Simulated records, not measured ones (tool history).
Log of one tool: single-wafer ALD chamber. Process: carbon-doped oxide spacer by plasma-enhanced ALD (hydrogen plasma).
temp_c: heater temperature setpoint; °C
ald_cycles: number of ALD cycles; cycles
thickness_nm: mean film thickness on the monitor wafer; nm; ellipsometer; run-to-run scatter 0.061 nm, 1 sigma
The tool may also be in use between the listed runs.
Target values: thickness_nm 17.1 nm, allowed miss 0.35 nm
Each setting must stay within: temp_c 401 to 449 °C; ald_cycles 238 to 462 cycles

Run 1, hour 0: temp_c 425 °C, ald_cycles 350 cycles. Result: thickness_nm 15.301 nm.
Run 2, hour 1.3: temp_c 422 °C, ald_cycles 356 cycles. Result: thickness_nm 15.715 nm.
Run 3, hour 4.2: temp_c 422 °C, ald_cycles 324 cycles. Result: thickness_nm 14.289 nm.
Run 4, hour 7.3: temp_c 422 °C, ald_cycles 294 cycles. Result: thickness_nm 13.006 nm.
At hour 13.3: thermocouple changed; heater temperature recalibrated.
Run 5, hour 13.3: temp_c 422 °C, ald_cycles 318 cycles. Result: thickness_nm 14.202 nm.
Run 6, hour 20: temp_c 422 °C, ald_cycles 339 cycles. Result: thickness_nm 15.191 nm.
Run 7, hour 25.7: temp_c 418 °C, ald_cycles 341 cycles. Result: thickness_nm 15.369 nm.
Run 8, hour 34.8: temp_c 415 °C, ald_cycles 346 cycles. Result: thickness_nm 15.656 nm.
Run 9, hour 38.5: temp_c 413 °C, ald_cycles 352 cycles. Result: thickness_nm 16.125 nm.
Run 10, hour 42.9: temp_c 411 °C, ald_cycles 355 cycles. Result: thickness_nm 16.215 nm.

5 candidate next runs follow, results not yet known. Just one meets every target within its allowed miss. Identify it.
Run A, hour 47.3: temp_c 401 °C, ald_cycles 346 cycles. Result: thickness_nm ?.
Run B, hour 47.3: temp_c 419 °C, ald_cycles 348 cycles. Result: thickness_nm ?.
Run C, hour 47.3: temp_c 415 °C, ald_cycles 394 cycles. Result: thickness_nm ?.
Run D, hour 47.3: temp_c 414 °C, ald_cycles 378 cycles. Result: thickness_nm ?.
Run E, hour 47.3: temp_c 401 °C, ald_cycles 377 cycles. Result: thickness_nm ?.

move  thickness_nm
   A        16.467
   B        15.766
   C        18.051
   D        17.366
   E        17.943
A: an improvement on the last run, though not all results are within tolerance
B: moves away from the targets compared with the last run
C: takes the biggest miss from the last run beyond its target
D: every result within its allowed miss
E: takes the biggest miss from the last run beyond its target
The right move is D.
